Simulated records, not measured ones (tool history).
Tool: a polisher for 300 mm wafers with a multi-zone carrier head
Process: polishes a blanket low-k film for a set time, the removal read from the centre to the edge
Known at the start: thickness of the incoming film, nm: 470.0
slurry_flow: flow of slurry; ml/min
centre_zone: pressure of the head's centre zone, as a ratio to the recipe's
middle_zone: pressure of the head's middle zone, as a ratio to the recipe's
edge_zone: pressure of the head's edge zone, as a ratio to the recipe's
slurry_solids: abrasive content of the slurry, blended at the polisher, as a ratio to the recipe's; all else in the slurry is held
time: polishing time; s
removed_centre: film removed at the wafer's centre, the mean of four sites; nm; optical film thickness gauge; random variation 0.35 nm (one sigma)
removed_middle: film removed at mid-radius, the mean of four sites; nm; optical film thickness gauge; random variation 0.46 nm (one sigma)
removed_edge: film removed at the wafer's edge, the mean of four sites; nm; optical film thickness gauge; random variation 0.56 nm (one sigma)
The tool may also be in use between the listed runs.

{"run": 1, "hour": 0.0, "slurry_flow": 155, "centre_zone": 1.0, "middle_zone": 1.0, "edge_zone": 1.0, "slurry_solids": 1.0, "time": 78, "removed_centre": 40.08, "removed_middle": 40.124, "removed_edge": 42.734}
{"run": 2, "hour": 1.1, "slurry_flow": 155, "centre_zone": 1.0, "middle_zone": 1.0, "edge_zone": 1.0, "slurry_solids": 1.2, "time": 78, "removed_centre": 44.435, "removed_middle": 43.725, "removed_edge": 46.111}
{"run": 3, "hour": 2.3, "slurry_flow": 140, "centre_zone": 1.0, "middle_zone": 1.0, "edge_zone": 1.0, "slurry_solids": 1.2, "time": 78, "removed_centre": 41.786, "removed_middle": 43.595, "removed_edge": 46.486}
{"run": 4, "hour": 4.1, "slurry_flow": 140, "centre_zone": 0.99, "middle_zone": 1.0, "edge_zone": 0.98, "slurry_solids": 1.15, "time": 78, "removed_centre": 41.441, "removed_middle": 42.957, "removed_edge": 44.948}
{"run": 5, "hour": 6.2, "slurry_flow": 140, "centre_zone": 0.99, "middle_zone": 1.0, "edge_zone": 0.98, "slurry_solids": 1.15, "time": 60, "removed_centre": 31.613, "removed_middle": 33.379, "removed_edge": 34.794}
{"run": 6, "hour": 10.0, "slurry_flow": 160, "centre_zone": 0.99, "middle_zone": 1.0, "edge_zone": 0.98, "slurry_solids": 1.15, "time": 60, "removed_centre": 33.389, "removed_middle": 33.861, "removed_edge": 34.808}
{"run": 7, "hour": 18.3, "slurry_flow": 160, "centre_zone": 0.99, "middle_zone": 1.01, "edge_zone": 1.0, "slurry_solids": 1.15, "time": 60, "removed_centre": 33.679, "removed_middle": 33.013, "removed_edge": 35.821}
{"run": 8, "hour": 26.6, "slurry_flow": 155, "centre_zone": 0.99, "middle_zone": 1.02, "edge_zone": 1.0, "slurry_solids": 1.2, "time": 60, "removed_centre": 33.027, "removed_middle": 34.552, "removed_edge": 36.339}

Run 9 comes next. What will it give?
{"run": 9, "hour": 32.3, "slurry_flow": 160, "centre_zone": 0.99, "middle_zone": 1.03, "edge_zone": 1.0, "slurry_solids": 1.2, "time": 60, "removed_centre": "?", "removed_middle": "?", "removed_edge": "?"}

{"run 9": {"removed_centre": 32.976, "removed_middle": 35.175, "removed_edge": 36.059}}
